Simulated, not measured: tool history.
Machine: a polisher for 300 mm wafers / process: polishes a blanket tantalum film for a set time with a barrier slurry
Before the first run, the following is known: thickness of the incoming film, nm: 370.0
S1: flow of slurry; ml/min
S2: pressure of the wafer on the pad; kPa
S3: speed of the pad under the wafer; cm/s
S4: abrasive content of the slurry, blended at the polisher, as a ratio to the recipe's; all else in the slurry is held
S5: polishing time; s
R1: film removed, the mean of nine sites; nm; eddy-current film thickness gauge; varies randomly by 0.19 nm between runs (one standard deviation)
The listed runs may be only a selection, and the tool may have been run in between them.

| run | day | S1 | S2 | S3 | S4 | S5 | R1 |
|---|---|---|---|---|---|---|---|
| 1 | 0.000 | 170 | 9.0 | 76 | 1.00 | 43 | 37.064 |
| 2 | 0.129 | 170 | 10.3 | 76 | 1.00 | 43 | 42.669 |
| 3 | 0.467 | 170 | 10.3 | 76 | 0.85 | 43 | 41.532 |
| 4 | 0.671 | 130 | 10.3 | 76 | 0.85 | 43 | 38.906 |
| 5 | 0.912 | 130 | 9.0 | 76 | 0.85 | 43 | 33.803 |
| 6 | 1.196 | 125 | 9.0 | 76 | 0.85 | 43 | 33.708 |
| 7 | 1.429 | 120 | 9.0 | 76 | 0.85 | 43 | 33.025 |

Expected results for the next run?
| 8 | 1.512 | 115 | 9.0 | 76 | 0.85 | 43 | ? |

Run 8 yielded R1 32.872 nm.
